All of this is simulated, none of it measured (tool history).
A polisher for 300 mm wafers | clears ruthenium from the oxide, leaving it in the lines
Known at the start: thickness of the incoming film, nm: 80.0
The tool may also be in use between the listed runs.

run	hour	flow of slurry (ml/min)	pressure of the wafer on the pad (kPa)	speed of the pad under the wafer (m/s)	overpolish time after the end point (s)	time until the end point was called (s)
1	0	275	11	0.94	2	91.896
2	4.6	275	11.7	0.94	2	86.862
3	9.9	275	9.7	0.94	2	104.53
4	12.2	275	9.7	0.8	2	117.19
5	15.5	275	9.7	0.64	2	150.85
6	19.4	275	9.7	0.84	2	116.52
7	20.1	275	9.7	0.84	2	113.34

Forecast run 8:
8	29.1	275	11	0.84	2	?

Run 8 gave time until the end point was called (s) 101.03.
